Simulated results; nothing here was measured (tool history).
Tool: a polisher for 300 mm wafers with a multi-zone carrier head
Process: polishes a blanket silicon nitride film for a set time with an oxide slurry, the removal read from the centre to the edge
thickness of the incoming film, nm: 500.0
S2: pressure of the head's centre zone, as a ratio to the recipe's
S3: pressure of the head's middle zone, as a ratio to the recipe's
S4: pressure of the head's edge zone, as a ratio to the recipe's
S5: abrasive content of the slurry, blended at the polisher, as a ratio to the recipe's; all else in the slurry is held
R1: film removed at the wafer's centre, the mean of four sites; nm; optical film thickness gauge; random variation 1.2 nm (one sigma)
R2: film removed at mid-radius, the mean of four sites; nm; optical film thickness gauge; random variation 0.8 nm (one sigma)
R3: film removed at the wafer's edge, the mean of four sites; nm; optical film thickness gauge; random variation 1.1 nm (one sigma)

run 1 hour=0 | flow_of_slurry_(ml/min)=215 S2=1 S3=1 S4=1 S5=1 polishing_time_(s)=84 | R1=58.45 R2=57.393 R3=58.676
run 2 hour=5.1 | flow_of_slurry_(ml/min)=215 S2=1 S3=1 S4=1 S5=1.15 polishing_time_(s)=84 | R1=63.293 R2=63.815 R3=64.182
run 3 hour=6.3 | flow_of_slurry_(ml/min)=270 S2=1 S3=1 S4=1 S5=1.15 polishing_time_(s)=84 | R1=66.586 R2=63.947 R3=65.373
run 4 hour=12.6 | flow_of_slurry_(ml/min)=270 S2=1.08 S3=1 S4=1 S5=1.15 polishing_time_(s)=84 | R1=70.998 R2=63.527 R3=65.994
run 5 hour=17 | flow_of_slurry_(ml/min)=275 S2=1.1 S3=1 S4=1.05 S5=1.25 polishing_time_(s)=87 | R1=77.628 R2=71.443 R3=73.155
run 6 hour=22.3 | flow_of_slurry_(ml/min)=275 S2=1.1 S3=1 S4=1.05 S5=1.35 polishing_time_(s)=87 | R1=81.79 R2=72.559 R3=76.307

What does the tool deliver on the next run?
run 7 hour=23.5 | flow_of_slurry_(ml/min)=280 S2=1.11 S3=0.99 S4=1.08 S5=1.4 polishing_time_(s)=90 | R1=? R2=? R3=?

{"run 7": {"R1": 86.006, "R2": 75.173, "R3": 81.157}}

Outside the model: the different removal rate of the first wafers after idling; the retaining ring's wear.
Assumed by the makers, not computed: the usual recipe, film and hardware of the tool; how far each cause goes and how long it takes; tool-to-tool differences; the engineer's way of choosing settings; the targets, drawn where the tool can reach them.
